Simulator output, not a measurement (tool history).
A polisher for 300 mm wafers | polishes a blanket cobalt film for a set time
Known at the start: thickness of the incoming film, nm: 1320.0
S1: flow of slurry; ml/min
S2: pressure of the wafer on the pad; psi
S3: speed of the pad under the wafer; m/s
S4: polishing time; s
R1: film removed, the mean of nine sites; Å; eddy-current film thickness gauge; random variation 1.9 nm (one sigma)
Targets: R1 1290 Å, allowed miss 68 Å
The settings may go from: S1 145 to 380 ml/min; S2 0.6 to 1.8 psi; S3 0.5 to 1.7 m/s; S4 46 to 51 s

run,day,S1,S2,S3,S4,R1
1,0,245,1.2,1.1,51,1968
2,0.125,245,1.2,0.94,51,1642.4
3,0.421,245,1.2,1.06,51,1824.7
4,0.508,295,1.2,1.06,51,1915
5,0.817,295,1.1,1.06,51,1691.3
6,0.962,295,1,1.04,51,1561.3
7,0.992,295,0.9,1.02,51,1360.1
8,1.254,295,0.8,1.02,51,1202.1
9,1.308,295,0.9,1.02,51,1404.1
10,1.421,295,0.8,1.02,51,1209
11,1.783,300,0.8,1.02,51,1201.1
12,1.954,300,0.9,1.02,51,1338.9

4 next moves are on the table. One of them brings every result within its allowed miss. Which?
A,2.125,180,0.9,1.18,50,?
B,2.125,325,0.9,1.1,50,?
C,2.125,280,1,0.98,50,?
D,2.125,275,1,0.94,47,?

move,R1
A,1503.2
B,1458.9
C,1430.5
D,1290.1
A: further off than the last run
B: further off than the last run
C: further off than the last run
D: meets every target
Move D is the one to make.
